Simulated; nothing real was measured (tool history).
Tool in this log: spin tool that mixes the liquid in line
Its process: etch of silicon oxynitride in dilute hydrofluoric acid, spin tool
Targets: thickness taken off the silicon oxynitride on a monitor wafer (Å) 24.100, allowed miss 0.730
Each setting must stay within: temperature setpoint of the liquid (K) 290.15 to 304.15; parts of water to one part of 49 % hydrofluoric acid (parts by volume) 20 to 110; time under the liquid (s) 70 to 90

| run | hour | temperature setpoint of the liquid (K) | parts of water to one part of 49 % hydrofluoric acid (parts by volume) | time under the liquid (s) | thickness taken off the silicon oxynitride on a monitor wafer (Å) |
|---|---|---|---|---|---|
| 1 | 0.0 | 296.15 | 60 | 90 | 44.182 |
| 2 | 0.5 | 294.65 | 65 | 90 | 38.029 |
| 3 | 6.2 | 293.65 | 70 | 90 | 33.932 |
| 4 | 12.0 | 293.65 | 70 | 70 | 25.933 |
| 5 | 19.9 | 295.15 | 70 | 70 | 27.792 |
| 6 | 26.3 | 294.15 | 70 | 70 | 26.783 |
| 7 | 30.0 | 293.65 | 70 | 70 | 26.237 |
| 8 | 37.9 | 293.15 | 70 | 70 | 25.287 |

Exercise: of the 4 proposed moves below, exactly one satisfies all targets within the stated allowed misses. Which move is it?
| A | 45.8 | 290.15 | 65 | 80 | ? |
| B | 45.8 | 291.15 | 70 | 80 | ? |
| C | 45.8 | 290.15 | 60 | 70 | ? |
| D | 45.8 | 295.15 | 80 | 70 | ? |

| move | thickness taken off the silicon oxynitride on a monitor wafer (Å) |
|---|---|
| A | 26.406 |
| B | 25.714 |
| C | 25.111 |
| D | 23.833 |
A: its largest miss is bigger than the last run's
B: its largest miss is bigger than the last run's
C: an improvement on the last run, though not all results are within tolerance
D: every result lands within tolerance
The right move is D.

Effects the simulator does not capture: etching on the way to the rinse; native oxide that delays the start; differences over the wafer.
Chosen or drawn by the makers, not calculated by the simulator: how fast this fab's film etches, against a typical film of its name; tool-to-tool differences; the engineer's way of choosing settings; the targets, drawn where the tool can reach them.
